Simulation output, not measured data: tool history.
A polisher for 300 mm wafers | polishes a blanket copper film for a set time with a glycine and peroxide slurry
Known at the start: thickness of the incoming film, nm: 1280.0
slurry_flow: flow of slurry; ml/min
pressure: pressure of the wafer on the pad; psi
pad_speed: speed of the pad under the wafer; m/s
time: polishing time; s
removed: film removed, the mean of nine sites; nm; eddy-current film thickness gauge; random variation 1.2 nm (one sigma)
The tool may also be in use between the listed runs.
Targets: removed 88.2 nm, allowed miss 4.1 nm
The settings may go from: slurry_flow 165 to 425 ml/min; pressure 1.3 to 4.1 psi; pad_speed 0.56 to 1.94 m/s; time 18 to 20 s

| run | hour | slurry_flow | pressure | pad_speed | time | removed |
|---|---|---|---|---|---|---|
| 1 | 0 | 275 | 2.7 | 1.24 | 20 | 114.33 |
| 2 | 5 | 275 | 2.5 | 1.22 | 20 | 108.49 |
| 3 | 8.1 | 275 | 2.3 | 1.2 | 20 | 101.78 |
| 4 | 14.5 | 250 | 2.3 | 1.2 | 20 | 100.27 |
|  | 22.4 | worn pad replaced by a new one |
| 5 | 22.4 | 195 | 2.3 | 1.2 | 20 | 109.98 |
| 6 | 27.3 | 195 | 2.5 | 1.2 | 20 | 113.28 |
| 7 | 33.2 | 205 | 2.3 | 1.18 | 20 | 109.25 |
| 8 | 34.5 | 230 | 2.2 | 1.18 | 20 | 107.42 |

Which of these 4 next moves meets every target?
| A | 35.8 | 255 | 2.3 | 1.2 | 18 | ? |
| B | 35.8 | 215 | 2 | 0.8 | 18 | ? |
| C | 35.8 | 175 | 2.1 | 1.08 | 18 | ? |
| D | 35.8 | 175 | 2 | 1.16 | 19 | ? |

| move | removed |
|---|---|
| A | 100.27 |
| B | 77.047 |
| C | 88.229 |
| D | 94.434 |
A: nearer than the last run, and not there yet
B: takes the result that was furthest off past its target
C: meets every target
D: nearer than the last run, and not there yet
The right move is C.
